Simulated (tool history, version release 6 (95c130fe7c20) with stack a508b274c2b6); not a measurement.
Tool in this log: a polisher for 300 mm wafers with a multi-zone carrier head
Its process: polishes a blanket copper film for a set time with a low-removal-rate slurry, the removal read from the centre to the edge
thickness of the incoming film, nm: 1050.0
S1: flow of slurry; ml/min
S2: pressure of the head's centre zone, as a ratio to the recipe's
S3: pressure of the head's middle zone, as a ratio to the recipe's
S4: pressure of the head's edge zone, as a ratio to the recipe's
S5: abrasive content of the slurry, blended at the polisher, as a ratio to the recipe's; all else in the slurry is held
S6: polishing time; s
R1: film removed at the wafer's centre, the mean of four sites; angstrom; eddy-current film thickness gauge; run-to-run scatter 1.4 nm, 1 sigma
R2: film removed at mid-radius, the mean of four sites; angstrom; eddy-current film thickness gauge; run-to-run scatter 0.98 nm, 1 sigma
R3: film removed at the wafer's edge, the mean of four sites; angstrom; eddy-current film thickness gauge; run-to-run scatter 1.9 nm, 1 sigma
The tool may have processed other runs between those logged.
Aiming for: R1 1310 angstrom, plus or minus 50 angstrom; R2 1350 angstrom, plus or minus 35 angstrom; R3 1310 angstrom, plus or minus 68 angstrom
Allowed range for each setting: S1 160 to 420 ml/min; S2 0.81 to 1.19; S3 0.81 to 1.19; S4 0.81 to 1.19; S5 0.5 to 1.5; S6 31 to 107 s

run 1 hour=0 | S1=270 S2=1 S3=1 S4=1 S5=1 S6=69 | R1=1773.3 R2=1783.3 R3=1749.4
run 2 hour=7.7 | S1=300 S2=1 S3=1 S4=1 S5=1 S6=69 | R1=1845.1 R2=1788.8 R3=1765.1
run 3 hour=15.1 | S1=300 S2=1 S3=0.95 S4=1 S5=1 S6=69 | R1=1843.5 R2=1745.9 R3=1752
run 4 hour=20.2 | S1=300 S2=1 S3=0.95 S4=1 S5=0.9 S6=69 | R1=1774 R2=1726.8 R3=1716.2
run 5 hour=25.9 | S1=300 S2=1 S3=0.95 S4=1.03 S5=0.9 S6=69 | R1=1806.4 R2=1704.6 R3=1699.8
run 6 hour=28.7 | S1=250 S2=1 S3=0.95 S4=1.03 S5=0.9 S6=69 | R1=1743.4 R2=1651 R3=1691.6
run 7 hour=32.8 | S1=250 S2=0.99 S3=0.94 S4=1.02 S5=0.85 S6=68 | R1=1683.5 R2=1632.8 R3=1656.9
run 8 hour=37.4 | S1=255 S2=0.99 S3=0.94 S4=1.02 S5=0.8 S6=67 | R1=1641.1 R2=1574.3 R3=1628
run 9 hour=41.7 | S1=265 S2=0.99 S3=0.94 S4=1.01 S5=0.75 S6=66 | R1=1616.1 R2=1534.9 R3=1579.4
run 10 hour=47 | S1=275 S2=0.98 S3=0.95 S4=1 S5=0.7 S6=65 | R1=1557.6 R2=1482.9 R3=1550.1
run 11 hour=53.1 | S1=275 S2=0.98 S3=0.97 S4=0.98 S5=0.7 S6=64 | R1=1527.5 R2=1503.9 R3=1440
run 12 hour=57.1 | S1=270 S2=0.97 S3=0.96 S4=0.97 S5=0.7 S6=64 | R1=1515.6 R2=1472.1 R3=1482.4
run 13 hour=64 | S1=285 S2=0.94 S3=1 S4=0.97 S5=0.5 S6=57 | R1=1214.5 R2=1278.8 R3=1226.9
run 14 hour=71.8 | S1=285 S2=0.94 S3=1 S4=0.98 S5=0.5 S6=57 | R1=1217 R2=1261.5 R3=1215.1

4 next moves are on the table. One of them brings every result within its allowed miss. Which?
run A hour=79.6 | S1=315 S2=0.88 S3=0.87 S4=1.02 S5=0.8 S6=57 | R1=? R2=? R3=?
run B hour=79.6 | S1=300 S2=0.94 S3=0.98 S4=0.96 S5=0.6 S6=59 | R1=? R2=? R3=?
run C hour=79.6 | S1=275 S2=0.82 S3=0.98 S4=1.02 S5=0.55 S6=60 | R1=? R2=? R3=?
run D hour=79.6 | S1=250 S2=0.9 S3=1.14 S4=0.95 S5=0.6 S6=54 | R1=? R2=? R3=?

move=A R1=1264.3 R2=1298 R3=1414.4
move=B R1=1309.5 R2=1355.5 R3=1330.8
move=C R1=1129.2 R2=1343.3 R3=1359.7
move=D R1=1126.5 R2=1348.3 R3=1194.3
A: nearer than the last run, and not there yet
B: meets every target
C: meets the target for the result that was furthest off, but another lies outside its allowed miss
D: meets the target for the result that was furthest off, but another lies outside its allowed miss
B meets every target.
